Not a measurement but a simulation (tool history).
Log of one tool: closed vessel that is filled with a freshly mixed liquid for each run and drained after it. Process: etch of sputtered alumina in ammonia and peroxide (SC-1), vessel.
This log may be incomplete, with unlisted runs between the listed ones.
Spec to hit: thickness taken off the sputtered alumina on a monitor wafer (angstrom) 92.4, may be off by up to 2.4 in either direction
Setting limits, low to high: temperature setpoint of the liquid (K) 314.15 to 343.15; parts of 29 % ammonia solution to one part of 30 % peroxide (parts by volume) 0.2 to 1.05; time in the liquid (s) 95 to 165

run,hour,temperature setpoint of the liquid (K),parts of 29 % ammonia solution to one part of 30 % peroxide (parts by volume),time in the liquid (s),thickness taken off the sputtered alumina on a monitor wafer (angstrom)
1,0,330.15,0.55,165,148.44
2,9.1,327.65,0.55,165,129.29
3,17.3,327.65,0.55,95,74.925
4,19.8,327.65,0.4,95,72.12
5,23.8,328.65,0.4,95,75.934
6,30.5,328.65,0.55,95,78.436
7,37.6,329.15,0.55,95,81.244
8,42.2,329.15,0.55,95,82.405
9,45.6,329.65,0.55,95,82.662
# hour 53.2: thermometer replaced
10,53.2,330.65,0.55,95,80.143
11,60.7,330.65,0.6,95,80.724

Of the 5 settings listed for the next run, only one would bring every result within its allowed miss of target. Which one?
A,68.2,330.15,0.5,120,?
B,68.2,334.65,0.65,95,?
C,68.2,326.15,0.5,140,?
D,68.2,324.65,0.65,140,?
E,68.2,327.65,0.6,120,?

move,thickness taken off the sputtered alumina on a monitor wafer (angstrom)
A,97.359
B,99.647
C,91.848
D,86.817
E,86.797
A: carries the result that was furthest off beyond its target, to the other side
B: carries the result that was furthest off beyond its target, to the other side
C: in spec on every target
D: moves toward the targets from the last run without getting all of them in spec
E: moves toward the targets from the last run without getting all of them in spec
Move C is the one to make.
